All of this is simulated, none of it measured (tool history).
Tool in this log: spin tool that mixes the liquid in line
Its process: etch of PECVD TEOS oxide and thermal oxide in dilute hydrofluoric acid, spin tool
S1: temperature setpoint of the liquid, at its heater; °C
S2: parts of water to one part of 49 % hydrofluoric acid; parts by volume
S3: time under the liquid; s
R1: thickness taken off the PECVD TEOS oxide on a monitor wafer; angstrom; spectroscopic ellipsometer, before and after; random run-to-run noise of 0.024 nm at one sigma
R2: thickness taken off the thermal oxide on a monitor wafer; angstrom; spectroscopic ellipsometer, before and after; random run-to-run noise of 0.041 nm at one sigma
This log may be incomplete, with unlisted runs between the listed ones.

| run | hour | S1 | S2 | S3 | R1 | R2 |
|---|---|---|---|---|---|---|
| 1 | 0.0 | 24.0 | 60 | 30 | 61.776 | 25.419 |
| 2 | 4.9 | 24.0 | 60 | 40 | 82.252 | 33.563 |
| 3 | 11.4 | 27.5 | 60 | 40 | 94.287 | 38.438 |
| 4 | 12.7 | 26.0 | 60 | 40 | 89.474 | 36.237 |
| 5 | 20.2 | 25.0 | 60 | 40 | 85.669 | 35.129 |
| 6 | 23.3 | 24.0 | 60 | 40 | 82.185 | 33.363 |
| 7 | 24.8 | 23.5 | 60 | 40 | 80.807 | 33.736 |
| 8 | 30.1 | 22.0 | 65 | 40 | 69.604 | 28.287 |

Run 9 is up next; what results do you expect?
| 9 | 34.4 | 22.5 | 65 | 40 | ? | ? |

{"run 9": {"R1": 71.245, "R2": 28.942}}
